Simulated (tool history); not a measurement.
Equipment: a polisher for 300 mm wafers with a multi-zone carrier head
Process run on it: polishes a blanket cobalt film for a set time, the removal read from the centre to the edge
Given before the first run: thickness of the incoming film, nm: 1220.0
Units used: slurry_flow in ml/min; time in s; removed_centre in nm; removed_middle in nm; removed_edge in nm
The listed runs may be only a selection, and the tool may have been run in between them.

run  hour  slurry_flow  centre_zone  middle_zone  edge_zone  time  removed_centre  removed_middle  removed_edge
  1     0          220            1            1          1    64           163.9          158.53        162.07
  2   6.7          215         0.99         0.99       0.98    60          149.81          148.14        149.54
  3  11.3          215         1.06         0.99       0.98    60          161.64          145.98        151.39
  4  16.6          215         1.05         0.98       0.96    56          147.54          137.13        139.96
  5  25.2          215         1.05         0.97       0.94    53          141.01          129.65         130.9
  6  31.5          215         1.05         0.97       0.94    46          121.01          112.43        111.24
  7  33.3          215         1.05         0.97       0.94    46          121.01          109.26        112.31
  8  35.8          215         1.04         0.96       0.92    45          116.25          107.27        108.75

The next listed run, before its measurement:
  9    40          215         1.03         0.96       0.91    45               ?               ?             ?

{"run 9": {"removed_centre": 116.64, "removed_middle": 108.44, "removed_edge": 108.18}}
